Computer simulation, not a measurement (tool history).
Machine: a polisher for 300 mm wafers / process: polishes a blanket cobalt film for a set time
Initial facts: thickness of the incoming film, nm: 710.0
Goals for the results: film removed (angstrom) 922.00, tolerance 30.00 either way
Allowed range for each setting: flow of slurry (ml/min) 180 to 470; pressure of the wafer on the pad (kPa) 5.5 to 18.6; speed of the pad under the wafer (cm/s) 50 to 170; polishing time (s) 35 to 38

run  hour  flow of slurry (ml/min)  pressure of the wafer on the pad (kPa)  speed of the pad under the wafer (cm/s)  polishing time (s)  film removed (angstrom)
  1   0.0                      300                                    11.7                                      110                  38                  1557.00
  2   2.4                      300                                    10.3                                      110                  38                  1414.60
  3   9.0                      340                                    10.3                                      110                  38                  1381.90
  4   9.9                      340                                     9.7                                      110                  38                  1311.80
  5  17.1                      340                                     9.7                                      110                  35                  1184.30
  6  24.6                      340                                     9.0                                      110                  35                  1113.70
  7  32.9                      340                                     9.0                                      110                  35                  1118.20
  8  36.3                      340                                     8.3                                      110                  35                  1043.80

Of the 4 settings listed for the next run, only one would bring every result within its allowed miss of target. Which one?
  A  39.7                      330                                     7.6                                      102                  36                        ?
  B  39.7                      335                                     6.9                                      108                  35                        ?
  C  39.7                      355                                     6.2                                      112                  37                        ?
  D  39.7                      285                                     9.7                                      112                  38                        ?

move  film removed (angstrom)
   A                   913.49
   B                   858.35
   C                   854.83
   D                  1311.90
A: every result lands within tolerance
B: moves the result that the last run missed by most past its target, out the other side
C: moves the result that the last run missed by most past its target, out the other side
D: lands further from the targets than the last run did
Answer: A
